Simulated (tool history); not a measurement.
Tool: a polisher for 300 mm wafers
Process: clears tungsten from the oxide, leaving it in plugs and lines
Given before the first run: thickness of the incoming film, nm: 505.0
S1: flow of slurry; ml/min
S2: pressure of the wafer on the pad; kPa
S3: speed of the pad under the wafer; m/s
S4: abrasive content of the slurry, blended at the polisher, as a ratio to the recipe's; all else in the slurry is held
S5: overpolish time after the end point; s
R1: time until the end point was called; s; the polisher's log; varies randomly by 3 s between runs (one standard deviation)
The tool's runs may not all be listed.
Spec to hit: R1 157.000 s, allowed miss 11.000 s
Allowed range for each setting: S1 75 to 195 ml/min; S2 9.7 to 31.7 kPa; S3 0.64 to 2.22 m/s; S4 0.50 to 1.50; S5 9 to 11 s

run	hour	S1	S2	S3	S4	S5	R1
1	0.0	125	20.7	1.42	1.00	11	103.050
2	4.8	125	20.7	1.42	1.00	11	101.970
3	12.1	100	20.7	1.42	1.00	11	105.910
4	15.2	100	20.7	1.42	1.00	9	106.960
5	21.8	110	20.7	1.42	1.00	9	105.890
6	28.9	140	20.7	1.42	1.00	9	99.713
7	31.9	140	19.3	1.40	1.00	9	105.790
8	35.3	140	19.3	1.40	1.00	9	107.830
9	43.8	140	19.3	1.40	1.00	9	106.010
10	46.2	140	17.9	1.38	1.00	9	114.730
11	47.6	140	16.5	1.36	1.00	9	131.750

Next run, 5 choices. One meets every target within its allowed miss, the rest don't. Which?
A	49.0	130	13.1	1.14	1.00	11	?
B	49.0	145	11.7	1.22	1.05	9	?
C	49.0	130	15.2	1.02	0.80	11	?
D	49.0	125	15.9	1.14	1.00	9	?
E	49.0	160	13.1	1.10	1.05	11	?

move	R1
A	186.120
B	187.780
C	188.100
D	158.170
E	181.930
A: the result that was furthest off in the last run now lies on the other side of its target
B: the result that was furthest off in the last run now lies on the other side of its target
C: the result that was furthest off in the last run now lies on the other side of its target
D: in spec on every target
E: the result that was furthest off in the last run now lies on the other side of its target
D is the move that brings every result within its allowed miss.

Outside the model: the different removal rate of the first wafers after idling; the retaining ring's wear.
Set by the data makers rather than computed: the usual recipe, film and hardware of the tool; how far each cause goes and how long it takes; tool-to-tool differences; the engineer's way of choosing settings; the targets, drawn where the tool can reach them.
